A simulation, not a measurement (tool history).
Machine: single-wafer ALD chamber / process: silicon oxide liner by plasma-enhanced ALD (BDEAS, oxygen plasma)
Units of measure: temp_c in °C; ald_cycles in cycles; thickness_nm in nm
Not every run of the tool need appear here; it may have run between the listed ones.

run	hour	temp_c	ald_cycles	thickness_nm
1	0	315	35	3.1286
2	8.6	325	35	3.0815
3	9.4	327	33	2.8893
4	16.5	328	31	2.7104
5	21.9	329	30	2.6159
6	28.1	330	29	2.5276

Run 7 has not been measured yet. What should we expect?
7	31.2	331	29	?

{"run 7": {"thickness_nm": 2.5081}}

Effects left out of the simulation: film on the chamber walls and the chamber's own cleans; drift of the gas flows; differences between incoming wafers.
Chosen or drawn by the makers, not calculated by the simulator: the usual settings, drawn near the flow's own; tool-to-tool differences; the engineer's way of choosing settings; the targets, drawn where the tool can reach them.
